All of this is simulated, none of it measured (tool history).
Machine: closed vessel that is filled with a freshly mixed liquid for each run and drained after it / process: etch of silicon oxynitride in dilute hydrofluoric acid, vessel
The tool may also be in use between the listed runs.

run	day	temperature setpoint of the liquid (°C)	parts of water to one part of 49 % hydrofluoric acid (parts by volume)	time in the liquid (s)	thickness taken off the silicon oxynitride on a monitor wafer (Å)
1	0	23	130	430	98.951
2	0.125	23	165	430	76.274
3	0.362	24.5	150	430	91.297
4	0.675	26	135	430	109.41
5	0.925	27	125	430	124.77
6	1.212	24	125	430	108.59
7	1.338	25.5	120	430	121.31
8	1.392	26.5	115	430	133.18
9	1.529	27.5	110	430	146.8

The next listed run, before its measurement:
10	1.583	28	110	430	?

thickness taken off the silicon oxynitride on a monitor wafer (Å): 149.95
